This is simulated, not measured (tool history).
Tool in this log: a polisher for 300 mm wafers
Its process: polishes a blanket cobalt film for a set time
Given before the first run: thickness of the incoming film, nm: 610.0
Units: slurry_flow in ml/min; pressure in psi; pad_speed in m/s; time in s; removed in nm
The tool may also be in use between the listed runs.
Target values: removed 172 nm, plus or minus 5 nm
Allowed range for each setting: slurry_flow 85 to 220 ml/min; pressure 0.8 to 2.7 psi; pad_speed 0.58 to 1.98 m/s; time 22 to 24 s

| run | day | slurry_flow | pressure | pad_speed | time | removed |
|---|---|---|---|---|---|---|
| 1 | 0 | 140 | 1.7 | 1.28 | 24 | 150.24 |
| 2 | 0.312 | 150 | 1.7 | 1.28 | 24 | 150.63 |
| 3 | 0.483 | 150 | 1.7 | 1.28 | 24 | 153.76 |
| 4 | 0.7 | 160 | 1.7 | 1.28 | 24 | 152.35 |
| 5 | 1.042 | 160 | 1.8 | 1.28 | 24 | 162.52 |
| 6 | 1.129 | 160 | 1.6 | 1.28 | 24 | 145.9 |
| 7 | 1.292 | 160 | 1.6 | 1.28 | 24 | 142.97 |
| 8 | 1.646 | 160 | 1.7 | 1.28 | 24 | 151.28 |
| 9 | 1.75 | 160 | 1.8 | 1.28 | 24 | 160.76 |

Exactly one of the 5 candidate moves below puts every result within its allowed miss. Which one?
| A | 1.854 | 120 | 1.7 | 1.4 | 23 | ? |
| B | 1.854 | 180 | 1.8 | 1.22 | 22 | ? |
| C | 1.854 | 155 | 1.8 | 1.3 | 23 | ? |
| D | 1.854 | 180 | 2 | 1.02 | 24 | ? |
| E | 1.854 | 165 | 1.7 | 1.44 | 24 | ? |

| move | removed |
|---|---|
| A | 152.71 |
| B | 143.15 |
| C | 156.03 |
| D | 145.55 |
| E | 171.58 |
A: lands further from the targets than the last run did
B: lands further from the targets than the last run did
C: lands further from the targets than the last run did
D: lands further from the targets than the last run did
E: hits every target within its allowed miss
Go with E: it meets all targets.

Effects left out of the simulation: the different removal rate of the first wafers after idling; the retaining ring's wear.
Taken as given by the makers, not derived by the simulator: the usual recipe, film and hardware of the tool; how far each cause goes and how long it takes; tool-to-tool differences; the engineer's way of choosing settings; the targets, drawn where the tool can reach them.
